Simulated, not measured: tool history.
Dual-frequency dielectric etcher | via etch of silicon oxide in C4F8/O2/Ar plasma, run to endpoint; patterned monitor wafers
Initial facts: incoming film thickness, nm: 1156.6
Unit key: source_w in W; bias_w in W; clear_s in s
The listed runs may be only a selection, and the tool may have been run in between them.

run	hour	source_w	bias_w	clear_s
1	0.0	1610	1781	242.49
2	8.5	1610	2016	233.01
3	15.0	1400	1740	263.76
4	23.1	1400	2039	249.92
5	24.5	1400	1808	262.84
6	29.0	1260	1771	279.02
7	33.2	1260	1771	279.14
8	37.9	1170	1753	293.77
9	43.1	1120	1750	300.47

The next listed run, before its measurement:
10	49.9	1090	1748	?

Run 10 gave clear_s 308.77 s.
